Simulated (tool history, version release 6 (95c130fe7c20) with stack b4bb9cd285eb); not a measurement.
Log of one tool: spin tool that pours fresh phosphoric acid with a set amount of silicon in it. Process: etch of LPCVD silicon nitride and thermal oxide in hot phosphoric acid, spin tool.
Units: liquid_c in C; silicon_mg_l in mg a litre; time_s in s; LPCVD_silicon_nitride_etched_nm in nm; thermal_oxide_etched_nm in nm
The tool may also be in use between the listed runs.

run	hour	liquid_c	silicon_mg_l	time_s	LPCVD_silicon_nitride_etched_nm	thermal_oxide_etched_nm
1	0.0	163.0	15.0	180	16.498	0.35291
2	6.6	161.0	15.0	180	15.388	0.36229
3	12.8	160.5	18.5	165	13.925	0.27347
4	21.2	162.0	18.5	165	14.557	0.29119
5	25.1	161.0	20.0	155	13.281	0.28164
6	31.1	163.0	20.0	155	14.276	0.32929

The next listed run, before its measurement:
7	40.0	162.0	22.0	150	?	?

{"run 7": {"LPCVD_silicon_nitride_etched_nm": 13.394, "thermal_oxide_etched_nm": 0.24435}}
